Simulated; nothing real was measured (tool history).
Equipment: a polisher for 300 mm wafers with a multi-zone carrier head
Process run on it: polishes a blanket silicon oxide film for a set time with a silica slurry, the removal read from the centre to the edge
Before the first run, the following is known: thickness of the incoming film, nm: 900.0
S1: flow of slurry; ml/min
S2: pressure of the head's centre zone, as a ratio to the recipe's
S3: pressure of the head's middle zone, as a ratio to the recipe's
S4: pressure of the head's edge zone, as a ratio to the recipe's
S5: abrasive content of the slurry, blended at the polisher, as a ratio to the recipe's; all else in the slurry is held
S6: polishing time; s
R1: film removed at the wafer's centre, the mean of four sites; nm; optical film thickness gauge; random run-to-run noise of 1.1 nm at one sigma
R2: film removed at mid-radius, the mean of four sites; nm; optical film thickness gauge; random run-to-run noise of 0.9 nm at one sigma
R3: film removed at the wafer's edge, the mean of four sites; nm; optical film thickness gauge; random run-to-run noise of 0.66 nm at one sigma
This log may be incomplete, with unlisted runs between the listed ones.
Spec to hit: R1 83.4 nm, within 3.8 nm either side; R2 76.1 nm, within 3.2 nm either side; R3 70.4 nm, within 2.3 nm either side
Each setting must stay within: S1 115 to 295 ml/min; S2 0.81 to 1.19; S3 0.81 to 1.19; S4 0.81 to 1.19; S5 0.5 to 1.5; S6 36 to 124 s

| run | hour | S1 | S2 | S3 | S4 | S5 | S6 | R1 | R2 | R3 |
|---|---|---|---|---|---|---|---|---|---|---|
| 1 | 0 | 190 | 1 | 1 | 1 | 1 | 79 | 208.92 | 210.02 | 204.08 |
| 2 | 2.7 | 190 | 1 | 1 | 0.95 | 1 | 79 | 204.4 | 210.1 | 198.22 |
| 3 | 4.5 | 190 | 1 | 1.05 | 0.95 | 1 | 79 | 212.95 | 213.61 | 202.27 |
| 4 | 13.3 | 175 | 1.01 | 1.01 | 0.93 | 0.9 | 72 | 175.88 | 177.96 | 165.49 |
| 5 | 21.3 | 165 | 1.03 | 0.98 | 0.92 | 0.85 | 66 | 152.26 | 150.41 | 142.65 |
| 6 | 27.5 | 140 | 1.03 | 0.98 | 0.92 | 0.85 | 66 | 149.55 | 142.14 | 139.29 |
| 7 | 30.2 | 140 | 1.04 | 0.97 | 0.9 | 0.8 | 61 | 130.89 | 121.84 | 121.62 |
| 8 | 38 | 145 | 1.05 | 0.98 | 0.89 | 0.75 | 57 | 116.69 | 109.81 | 107.57 |
| 9 | 42.5 | 145 | 1.06 | 0.99 | 0.88 | 0.7 | 55 | 106.12 | 99.422 | 95.53 |
| 10 | 44.6 | 145 | 1.07 | 0.99 | 0.87 | 0.65 | 55 | 97.406 | 91.057 | 87.013 |
| 11 | 52.2 | 145 | 1.08 | 0.99 | 0.86 | 0.65 | 55 | 100.98 | 90.555 | 84.788 |
| 12 | 58.7 | 145 | 1.08 | 0.99 | 0.85 | 0.65 | 55 | 99.445 | 91.371 | 85.2 |
| 13 | 64.9 | 145 | 1.08 | 0.99 | 0.85 | 0.65 | 55 | 99.647 | 89.161 | 86.032 |
| 14 | 65.4 | 145 | 1.08 | 1 | 0.84 | 0.65 | 55 | 98.012 | 92.925 | 85.23 |
| 15 | 74.3 | 145 | 1.08 | 1 | 0.83 | 0.65 | 55 | 99.011 | 89.361 | 86.228 |
| 16 | 81.8 | 145 | 1.08 | 1.01 | 0.83 | 0.65 | 55 | 99.627 | 91.3 | 85.759 |
| 17 | 83 | 150 | 1.08 | 1.01 | 0.83 | 0.55 | 54 | 75.064 | 71.157 | 65.458 |
| 18 | 84.3 | 145 | 1.09 | 1.01 | 0.84 | 0.55 | 54 | 75.577 | 69.738 | 65.517 |
| 19 | 87.2 | 150 | 1.09 | 1 | 0.84 | 0.55 | 54 | 74.581 | 71.124 | 65.507 |
| 20 | 90.7 | 145 | 1.09 | 1.01 | 0.83 | 0.55 | 54 | 74.217 | 69.838 | 65.429 |

Next run, 5 choices. One meets every target within its allowed miss, the rest don't. Which?
| A | 94.2 | 175 | 1.19 | 1.11 | 0.9 | 0.7 | 37 | ? | ? | ? |
| B | 94.2 | 140 | 0.95 | 1.1 | 0.85 | 0.5 | 75 | ? | ? | ? |
| C | 94.2 | 170 | 1.08 | 0.98 | 0.81 | 0.55 | 58 | ? | ? | ? |
| D | 94.2 | 115 | 0.98 | 1.08 | 0.88 | 0.6 | 55 | ? | ? | ? |
| E | 94.2 | 175 | 1.15 | 1.06 | 0.82 | 0.65 | 42 | ? | ? | ? |

| move | R1 | R2 | R3 |
|---|---|---|---|
| A | 83.137 | 75.584 | 66.092 |
| B | 74.65 | 85.063 | 74.343 |
| C | 83.073 | 75.074 | 70.678 |
| D | 75.074 | 82.13 | 74.812 |
| E | 83.273 | 75.381 | 66.528 |
A: meets the target for the result that was furthest off, but another lies outside its allowed miss
B: moves away from the targets compared with the last run
C: every result lands within tolerance
D: moves toward the targets from the last run without getting all of them in spec
E: meets the target for the result that was furthest off, but another lies outside its allowed miss
Move C is the one to make.

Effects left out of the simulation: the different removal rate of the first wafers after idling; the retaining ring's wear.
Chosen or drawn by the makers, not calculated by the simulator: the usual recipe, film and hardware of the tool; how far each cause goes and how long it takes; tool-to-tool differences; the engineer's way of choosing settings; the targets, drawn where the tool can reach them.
